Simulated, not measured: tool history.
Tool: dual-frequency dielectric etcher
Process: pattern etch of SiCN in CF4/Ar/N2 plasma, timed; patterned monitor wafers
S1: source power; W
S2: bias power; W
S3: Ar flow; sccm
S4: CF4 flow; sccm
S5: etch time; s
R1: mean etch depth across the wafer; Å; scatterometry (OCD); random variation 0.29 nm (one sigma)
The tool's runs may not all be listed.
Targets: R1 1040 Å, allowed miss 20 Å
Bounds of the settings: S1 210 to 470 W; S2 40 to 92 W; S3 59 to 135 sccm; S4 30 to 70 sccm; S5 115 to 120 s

{"run": 1, "day": 0.0, "S1": 340, "S2": 66, "S3": 97, "S4": 50, "S5": 115, "R1": 739.08}
{"run": 2, "day": 0.146, "S1": 340, "S2": 66, "S3": 106, "S4": 50, "S5": 115, "R1": 730.15}
{"run": 3, "day": 0.342, "S1": 340, "S2": 66, "S3": 106, "S4": 43, "S5": 115, "R1": 712.34}
{"run": 4, "day": 0.65, "S1": 340, "S2": 66, "S3": 98, "S4": 43, "S5": 115, "R1": 716.39}
{"run": 5, "day": 0.971, "S1": 360, "S2": 67, "S3": 97, "S4": 43, "S5": 115, "R1": 764.57}
{"run": 6, "day": 1.212, "S1": 360, "S2": 67, "S3": 109, "S4": 43, "S5": 115, "R1": 754.49}
{"day": 1.371, "done": "wet clean of the chamber"}
{"run": 7, "day": 1.371, "S1": 380, "S2": 68, "S3": 109, "S4": 43, "S5": 115, "R1": 824.82}
{"run": 8, "day": 1.454, "S1": 390, "S2": 68, "S3": 109, "S4": 43, "S5": 115, "R1": 848.49}
{"run": 9, "day": 1.742, "S1": 450, "S2": 70, "S3": 109, "S4": 43, "S5": 115, "R1": 984.64}
{"run": 10, "day": 1.942, "S1": 460, "S2": 70, "S3": 109, "S4": 43, "S5": 115, "R1": 1006.1}

Which of these 4 next moves meets every target?
{"run": "A", "day": 2.142, "S1": 430, "S2": 70, "S3": 105, "S4": 41, "S5": 120, "R1": "?"}
{"run": "B", "day": 2.142, "S1": 470, "S2": 53, "S3": 119, "S4": 41, "S5": 118, "R1": "?"}
{"run": "C", "day": 2.142, "S1": 460, "S2": 59, "S3": 124, "S4": 39, "S5": 118, "R1": "?"}
{"run": "D", "day": 2.142, "S1": 470, "S2": 71, "S3": 113, "S4": 44, "S5": 116, "R1": "?"}

move=A R1=973.56
move=B R1=964.51
move=C R1=954.27
move=D R1=1035.8
A: further off than the last run
B: further off than the last run
C: further off than the last run
D: meets every target
The right move is D.
